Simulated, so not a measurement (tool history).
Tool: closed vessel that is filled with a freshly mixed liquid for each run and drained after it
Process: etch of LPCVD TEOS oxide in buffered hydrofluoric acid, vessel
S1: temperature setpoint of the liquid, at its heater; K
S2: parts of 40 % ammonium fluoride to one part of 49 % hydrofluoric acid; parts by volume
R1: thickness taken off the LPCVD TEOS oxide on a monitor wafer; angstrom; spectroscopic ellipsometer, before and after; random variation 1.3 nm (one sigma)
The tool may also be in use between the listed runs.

run 1 hour=0.0 | S1=296.15 S2=8.5 time_in_the_liquid_(s)=90 | R1=4792.9
run 2 hour=1.9 | S1=296.15 S2=6.5 time_in_the_liquid_(s)=90 | R1=6268.0
run 3 hour=11.0 | S1=293.15 S2=6.5 time_in_the_liquid_(s)=90 | R1=5351.3
run 4 hour=17.1 | S1=295.65 S2=6.5 time_in_the_liquid_(s)=90 | R1=6141.4
run 5 hour=26.1 | S1=295.15 S2=6.5 time_in_the_liquid_(s)=90 | R1=5947.4
run 6 hour=32.7 | S1=298.65 S2=6.5 time_in_the_liquid_(s)=90 | R1=7248.8
run 7 hour=37.0 | S1=297.65 S2=6.5 time_in_the_liquid_(s)=90 | R1=6860.9
run 8 hour=43.3 | S1=296.65 S2=6.5 time_in_the_liquid_(s)=90 | R1=6422.4
run 9 hour=51.6 | S1=296.15 S2=6.5 time_in_the_liquid_(s)=90 | R1=6320.8
run 10 hour=60.8 | S1=295.65 S2=6.5 time_in_the_liquid_(s)=90 | R1=6135.5
run 11 hour=66.4 | S1=295.15 S2=6.5 time_in_the_liquid_(s)=90 | R1=5994.3
run 12 hour=73.0 | S1=295.15 S2=6.5 time_in_the_liquid_(s)=90 | R1=5950.4

For run 13, what comes out?
run 13 hour=74.4 | S1=295.15 S2=6.5 time_in_the_liquid_(s)=90 | R1=?

R1: 5951.5 angstrom

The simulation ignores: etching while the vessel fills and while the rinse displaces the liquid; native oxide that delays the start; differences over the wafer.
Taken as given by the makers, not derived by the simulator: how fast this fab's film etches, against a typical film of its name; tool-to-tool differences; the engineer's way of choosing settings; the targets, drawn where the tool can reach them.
